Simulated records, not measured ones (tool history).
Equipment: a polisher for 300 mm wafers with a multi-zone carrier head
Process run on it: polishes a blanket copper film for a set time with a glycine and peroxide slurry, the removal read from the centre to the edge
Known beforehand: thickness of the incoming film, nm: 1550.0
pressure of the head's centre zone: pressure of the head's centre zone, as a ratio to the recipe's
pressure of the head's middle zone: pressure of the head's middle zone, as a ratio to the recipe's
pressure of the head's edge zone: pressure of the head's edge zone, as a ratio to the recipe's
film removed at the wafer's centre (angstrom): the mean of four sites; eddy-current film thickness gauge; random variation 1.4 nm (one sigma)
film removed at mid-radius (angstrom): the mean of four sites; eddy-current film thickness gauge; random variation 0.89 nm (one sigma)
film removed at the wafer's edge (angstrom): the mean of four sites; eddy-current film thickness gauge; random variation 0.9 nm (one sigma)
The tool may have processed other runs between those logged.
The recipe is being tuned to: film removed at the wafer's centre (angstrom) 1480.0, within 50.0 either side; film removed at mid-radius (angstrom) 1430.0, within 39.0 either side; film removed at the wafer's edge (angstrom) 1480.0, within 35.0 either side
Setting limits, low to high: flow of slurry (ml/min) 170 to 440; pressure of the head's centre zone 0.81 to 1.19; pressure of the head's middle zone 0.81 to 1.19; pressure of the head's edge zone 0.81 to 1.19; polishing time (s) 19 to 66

run,hour,flow of slurry (ml/min),pressure of the head's centre zone,pressure of the head's middle zone,pressure of the head's edge zone,polishing time (s),film removed at the wafer's centre (angstrom),film removed at mid-radius (angstrom),film removed at the wafer's edge (angstrom)
1,0.0,280,1.00,1.00,1.00,42,1739.4,1726.9,1757.8
2,2.9,275,0.99,0.98,0.98,41,1685.1,1662.0,1681.4
3,9.7,270,0.98,0.96,0.96,41,1676.3,1621.5,1699.3
4,13.3,270,0.98,0.92,0.96,41,1693.1,1555.7,1675.4
5,21.2,235,0.98,0.92,0.96,41,1631.3,1554.2,1647.9
6,22.9,285,0.98,0.92,0.96,41,1701.4,1579.1,1679.3
7,29.3,275,0.97,0.92,0.94,41,1649.9,1564.6,1675.5
8,30.7,265,0.97,0.92,0.93,40,1615.0,1520.1,1618.2
9,36.7,255,0.97,0.92,0.91,40,1592.4,1514.2,1587.1
10,40.6,245,0.97,0.92,0.90,40,1633.6,1505.5,1554.3
11,44.8,240,0.96,0.92,0.90,40,1584.1,1503.9,1575.5
12,50.0,235,0.96,0.92,0.89,40,1586.1,1503.4,1545.8

5 next moves are on the table. One of them brings every result within its allowed miss. Which?
A,55.2,265,0.94,0.96,0.88,38,?,?,?
B,55.2,170,0.97,0.96,0.87,42,?,?,?
C,55.2,205,0.92,0.90,0.84,40,?,?,?
D,55.2,260,1.05,0.84,0.98,38,?,?,?
E,55.2,215,0.93,1.04,0.83,40,?,?,?

move,film removed at the wafer's centre (angstrom),film removed at mid-radius (angstrom),film removed at the wafer's edge (angstrom)
A,1487.2,1504.9,1501.7
B,1554.6,1547.2,1564.7
C,1476.2,1446.9,1506.8
D,1620.4,1343.1,1578.6
E,1503.4,1646.3,1504.8
A: gets the furthest-off result to its target, but another result is out of tolerance
B: its largest miss is bigger than the last run's
C: all results land within tolerance of their targets
D: its largest miss is bigger than the last run's
E: gets the furthest-off result to its target, but another result is out of tolerance
The right move is C.
